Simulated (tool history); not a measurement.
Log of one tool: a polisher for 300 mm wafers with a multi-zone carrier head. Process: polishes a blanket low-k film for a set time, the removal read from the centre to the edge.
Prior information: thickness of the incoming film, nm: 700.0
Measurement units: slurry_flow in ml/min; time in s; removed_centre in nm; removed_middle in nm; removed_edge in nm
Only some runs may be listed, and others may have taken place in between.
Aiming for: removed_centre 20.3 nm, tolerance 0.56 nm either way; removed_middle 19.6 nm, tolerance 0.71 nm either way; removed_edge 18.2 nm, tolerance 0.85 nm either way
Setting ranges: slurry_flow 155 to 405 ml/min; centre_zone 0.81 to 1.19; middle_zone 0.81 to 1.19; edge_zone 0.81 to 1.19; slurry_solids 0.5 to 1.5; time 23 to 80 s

| run | day | slurry_flow | centre_zone | middle_zone | edge_zone | slurry_solids | time | removed_centre | removed_middle | removed_edge |
|---|---|---|---|---|---|---|---|---|---|---|
| 1 | 0 | 260 | 1 | 1 | 1 | 1 | 51 | 15.399 | 15.718 | 15.613 |
| 2 | 0.117 | 240 | 1 | 1 | 1 | 1 | 51 | 15.085 | 15.742 | 15.422 |
| 3 | 0.167 | 240 | 1 | 1 | 1 | 0.8 | 51 | 14.249 | 14.693 | 14.421 |
| 4 | 0.467 | 255 | 1.05 | 1.04 | 1.03 | 0.9 | 51 | 15.679 | 15.509 | 15.671 |
| 5 | 0.821 | 260 | 1.08 | 1.08 | 1.01 | 1 | 51 | 16.587 | 16.599 | 15.985 |
| 6 | 1.088 | 260 | 1.01 | 1.08 | 1.01 | 1 | 51 | 15.269 | 16.569 | 15.809 |
| 7 | 1.179 | 310 | 1.11 | 1.18 | 1.11 | 1.15 | 51 | 18.006 | 18.927 | 17.928 |
| 8 | 1.275 | 315 | 1.13 | 1.18 | 1.1 | 1.15 | 51 | 18.47 | 18.871 | 16.722 |
| 9 | 1.333 | 315 | 1.14 | 1.18 | 1.12 | 1.2 | 51 | 19.043 | 18.944 | 17.927 |
| 10 | 1.383 | 320 | 1.15 | 1.18 | 1.12 | 1.2 | 51 | 19.209 | 19.17 | 17.554 |
| 11 | 1.546 | 320 | 1.16 | 1.18 | 1.13 | 1.2 | 51 | 19.584 | 19.216 | 17.912 |

Which of these 5 next moves meets every target?
| A | 1.708 | 315 | 1.1 | 1.19 | 1 | 1.1 | 52 | ? | ? | ? |
| B | 1.708 | 340 | 1.17 | 1.15 | 1.11 | 1.05 | 55 | ? | ? | ? |
| C | 1.708 | 290 | 1.18 | 1.12 | 1.15 | 1.2 | 51 | ? | ? | ? |
| D | 1.708 | 340 | 1.15 | 1.19 | 1.16 | 1.05 | 51 | ? | ? | ? |
| E | 1.708 | 225 | 1.09 | 1.07 | 1.17 | 1.5 | 54 | ? | ? | ? |

| move | removed_centre | removed_middle | removed_edge |
|---|---|---|---|
| A | 18.059 | 19.184 | 16.738 |
| B | 20.206 | 19.618 | 18.497 |
| C | 19.3 | 18.227 | 17.93 |
| D | 18.419 | 18.687 | 17.532 |
| E | 19.469 | 19.295 | 19.969 |
A: lands further from the targets than the last run did
B: hits every target within its allowed miss
C: lands further from the targets than the last run did
D: lands further from the targets than the last run did
E: lands further from the targets than the last run did
Correct choice: B, which meets every target

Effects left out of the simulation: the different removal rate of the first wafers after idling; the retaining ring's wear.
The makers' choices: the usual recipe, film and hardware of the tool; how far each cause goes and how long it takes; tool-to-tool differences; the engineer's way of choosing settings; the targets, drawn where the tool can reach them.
